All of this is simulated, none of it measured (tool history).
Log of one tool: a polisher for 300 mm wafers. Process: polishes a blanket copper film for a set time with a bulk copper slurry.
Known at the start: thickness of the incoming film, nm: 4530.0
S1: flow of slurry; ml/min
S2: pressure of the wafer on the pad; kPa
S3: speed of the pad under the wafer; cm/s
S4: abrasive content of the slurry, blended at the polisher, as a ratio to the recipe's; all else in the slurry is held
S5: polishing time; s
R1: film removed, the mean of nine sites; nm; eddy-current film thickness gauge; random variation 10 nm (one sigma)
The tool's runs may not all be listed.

Run 1, hour 0: S1 180 ml/min, S2 14.5 kPa, S3 124 cm/s, S4 1, S5 125 s. Result: R1 1188.2 nm.
Run 2, hour 4.8: S1 180 ml/min, S2 14.5 kPa, S3 124 cm/s, S4 1.1, S5 125 s. Result: R1 1220.4 nm.
Run 3, hour 13.5: S1 180 ml/min, S2 14.5 kPa, S3 124 cm/s, S4 1.1, S5 131 s. Result: R1 1289 nm.
Run 4, hour 20.9: S1 180 ml/min, S2 14.5 kPa, S3 102 cm/s, S4 1.1, S5 131 s. Result: R1 1060.8 nm.
Run 5, hour 25.5: S1 190 ml/min, S2 15.2 kPa, S3 102 cm/s, S4 1.1, S5 131 s. Result: R1 1149.3 nm.
Run 6, hour 32: S1 210 ml/min, S2 15.9 kPa, S3 102 cm/s, S4 1.1, S5 131 s. Result: R1 1207 nm.

Forecast run 7:
Run 7, hour 39.3: S1 215 ml/min, S2 16.5 kPa, S3 102 cm/s, S4 1.1, S5 131 s. Result: R1 ?.

{"run 7": {"R1": 1242.9}}
